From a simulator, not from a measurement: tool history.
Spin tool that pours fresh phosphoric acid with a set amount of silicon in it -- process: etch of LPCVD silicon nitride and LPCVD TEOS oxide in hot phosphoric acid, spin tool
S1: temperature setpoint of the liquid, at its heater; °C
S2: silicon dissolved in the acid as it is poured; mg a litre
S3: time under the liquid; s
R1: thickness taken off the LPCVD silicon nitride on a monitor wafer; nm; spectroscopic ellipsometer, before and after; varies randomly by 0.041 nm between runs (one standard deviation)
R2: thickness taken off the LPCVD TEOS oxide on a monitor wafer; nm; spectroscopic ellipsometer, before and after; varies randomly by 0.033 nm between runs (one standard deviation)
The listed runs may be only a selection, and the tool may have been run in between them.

run 1 hour=0 | S1=162 S2=11.5 S3=50 | R1=4.2697 R2=0.19694
run 2 hour=3.7 | S1=162.5 S2=13.5 S3=50 | R1=4.3289 R2=0.18505
run 3 hour=6.9 | S1=164.5 S2=13.5 S3=50 | R1=4.7008 R2=0.20749
run 4 hour=14.2 | S1=164.5 S2=16 S3=50 | R1=4.6935 R2=0.17177
run 5 hour=23.2 | S1=165 S2=16.5 S3=50 | R1=4.7335 R2=0.24385
run 6 hour=27.5 | S1=165 S2=15 S3=50 | R1=4.7014 R2=0.17358
run 7 hour=31.4 | S1=166.5 S2=12 S3=60 | R1=5.9078 R2=0.24903
run 8 hour=32.1 | S1=166.5 S2=12.5 S3=60 | R1=5.9495 R2=0.28368
run 9 hour=39.9 | S1=166 S2=13.5 S3=60 | R1=5.7563 R2=0.25998
run 10 hour=47.1 | S1=166 S2=14 S3=60 | R1=5.9327 R2=0.1583

Run 11 comes next. What will it give?
run 11 hour=50.8 | S1=166 S2=13.5 S3=60 | R1=? R2=?

R1: 5.9057 nm
R2: 0.34332 nm
